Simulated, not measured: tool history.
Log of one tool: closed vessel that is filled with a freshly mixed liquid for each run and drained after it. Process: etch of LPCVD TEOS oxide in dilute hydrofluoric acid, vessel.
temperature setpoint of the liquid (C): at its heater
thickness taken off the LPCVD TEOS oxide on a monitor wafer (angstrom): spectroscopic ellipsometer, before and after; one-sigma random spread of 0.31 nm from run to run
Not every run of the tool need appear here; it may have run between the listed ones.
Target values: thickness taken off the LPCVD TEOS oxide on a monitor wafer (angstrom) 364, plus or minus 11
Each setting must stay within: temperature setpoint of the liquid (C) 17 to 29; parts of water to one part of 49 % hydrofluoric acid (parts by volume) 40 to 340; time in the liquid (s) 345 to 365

run	hour	temperature setpoint of the liquid (C)	parts of water to one part of 49 % hydrofluoric acid (parts by volume)	time in the liquid (s)	thickness taken off the LPCVD TEOS oxide on a monitor wafer (angstrom)
1	0	21	190	345	543.06
2	7	20	200	345	494.68
3	15	19	210	345	452.02
4	16	21.5	210	345	493.15
5	19.7	20.5	215	345	462.43
6	24.2	19.5	220	345	426.73
7	26.6	19	225	345	417.8
8	28.1	18.5	230	345	396.98
9	31.3	18	230	345	387.03

Exactly one of the 4 candidate moves below puts every result within its allowed miss. Which one?
A	34.5	20	255	365	?
B	34.5	20	245	360	?
C	34.5	18.5	225	345	?
D	34.5	17	245	360	?

move	thickness taken off the LPCVD TEOS oxide on a monitor wafer (angstrom)
A	388.25
B	402.3
C	403.9
D	358.65
A: the biggest miss grows against the last run
B: the biggest miss grows against the last run
C: the biggest miss grows against the last run
D: hits every target within its allowed miss
The move that meets every target is D.
